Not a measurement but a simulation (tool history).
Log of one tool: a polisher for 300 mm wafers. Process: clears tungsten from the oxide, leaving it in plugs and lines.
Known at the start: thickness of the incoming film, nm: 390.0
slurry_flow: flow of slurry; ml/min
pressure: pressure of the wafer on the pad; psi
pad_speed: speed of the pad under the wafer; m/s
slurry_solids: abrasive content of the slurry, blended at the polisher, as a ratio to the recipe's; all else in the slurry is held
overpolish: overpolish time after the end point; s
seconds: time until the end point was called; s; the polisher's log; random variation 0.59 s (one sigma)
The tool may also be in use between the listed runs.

run	hour	slurry_flow	pressure	pad_speed	slurry_solids	overpolish	seconds
1	0.0	150	3.8	0.92	1.0	47	81.879
2	5.7	150	3.8	0.70	1.0	47	107.020
3	6.3	150	4.0	0.70	1.0	47	101.230
4	7.8	150	4.0	0.48	1.0	47	144.280
5	12.1	165	4.0	0.48	1.0	47	143.990
6	19.2	135	4.0	0.48	1.0	47	146.700

The next listed run, before its measurement:
7	24.4	135	4.2	0.50	1.0	47	?

{"run 7": {"seconds": 134.3}}
